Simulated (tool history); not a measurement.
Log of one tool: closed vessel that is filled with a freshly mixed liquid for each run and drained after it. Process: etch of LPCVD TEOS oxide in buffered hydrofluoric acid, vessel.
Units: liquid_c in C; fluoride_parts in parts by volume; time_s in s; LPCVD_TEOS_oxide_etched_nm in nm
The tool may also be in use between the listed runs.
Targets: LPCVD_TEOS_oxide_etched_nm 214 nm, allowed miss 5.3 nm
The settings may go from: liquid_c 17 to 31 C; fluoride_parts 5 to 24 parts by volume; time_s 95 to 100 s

run  hour  liquid_c  fluoride_parts  time_s  LPCVD_TEOS_oxide_etched_nm
  1     0        23            14.5      95                      152.23
  2   8.9        23            14.5      95                      150.11
  3  12.6      25.5            14.5      95                      174.15
  4  21.6      26.5            14.5      95                      179.73
  5  26.9      28.5            14.5      95                      202.73
  6  30.8      28.5              16      95                      182.51
  7  39.7        29              16      95                         188
  8  47.7      29.5              16      95                      192.47

Which of these 5 next moves meets every target?
  A  55.7        30            17.5      95                           ?
  B  55.7      29.5            14.5     100                           ?
  C  55.7        30            16.5      95                           ?
  D  55.7      26.5              16      95                           ?
  E  55.7        31            15.5      95                           ?

move  LPCVD_TEOS_oxide_etched_nm
   A                      180.41
   B                      222.44
   C                      191.13
   D                      163.53
   E                      214.17
A: further off than the last run
B: takes the result that was furthest off past its target
C: further off than the last run
D: further off than the last run
E: meets every target
Answer: E
